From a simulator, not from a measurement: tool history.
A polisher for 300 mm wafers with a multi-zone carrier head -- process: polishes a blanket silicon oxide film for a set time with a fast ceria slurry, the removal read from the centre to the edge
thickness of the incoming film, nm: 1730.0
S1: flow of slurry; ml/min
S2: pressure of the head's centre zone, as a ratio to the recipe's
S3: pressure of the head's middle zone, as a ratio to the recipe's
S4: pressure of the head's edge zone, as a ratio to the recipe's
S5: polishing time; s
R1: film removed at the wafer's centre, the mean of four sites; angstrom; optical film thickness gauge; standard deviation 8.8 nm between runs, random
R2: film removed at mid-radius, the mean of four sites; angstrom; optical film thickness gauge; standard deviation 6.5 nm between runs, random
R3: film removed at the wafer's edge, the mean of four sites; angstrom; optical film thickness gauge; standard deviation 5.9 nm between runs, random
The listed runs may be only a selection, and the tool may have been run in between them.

| run | hour | S1 | S2 | S3 | S4 | S5 | R1 | R2 | R3 |
|---|---|---|---|---|---|---|---|---|---|
| 1 | 0.0 | 280 | 1.00 | 1.00 | 1.00 | 51 | 5756.8 | 6133.5 | 6192.5 |
| 2 | 1.6 | 290 | 1.02 | 1.02 | 1.03 | 52 | 6072.2 | 6342.5 | 6489.2 |
| 3 | 10.5 | 290 | 0.93 | 1.02 | 1.03 | 52 | 5548.8 | 6388.9 | 6422.8 |
| 4 | 19.1 | 235 | 0.93 | 1.02 | 1.03 | 52 | 5519.6 | 6311.6 | 6293.8 |
| 5 | 24.3 | 180 | 0.93 | 1.02 | 1.03 | 52 | 5306.3 | 6046.5 | 6186.7 |
| 6 | 32.6 | 205 | 0.97 | 1.04 | 1.05 | 53 | 5724.3 | 6404.5 | 6311.1 |
| 7 | 33.2 | 225 | 0.99 | 1.04 | 1.07 | 54 | 6063.5 | 6602.6 | 6537.1 |
| 8 | 38.1 | 245 | 1.00 | 1.04 | 1.09 | 54 | 6073.6 | 6640.6 | 6691.2 |

Estimate the outcome of run 9 from the log above:
| 9 | 40.5 | 260 | 1.02 | 1.05 | 1.10 | 54 | ? | ? | ? |

Run 9 gave R1 6168.7 angstrom, R2 6647.4 angstrom, R3 6839.2 angstrom.
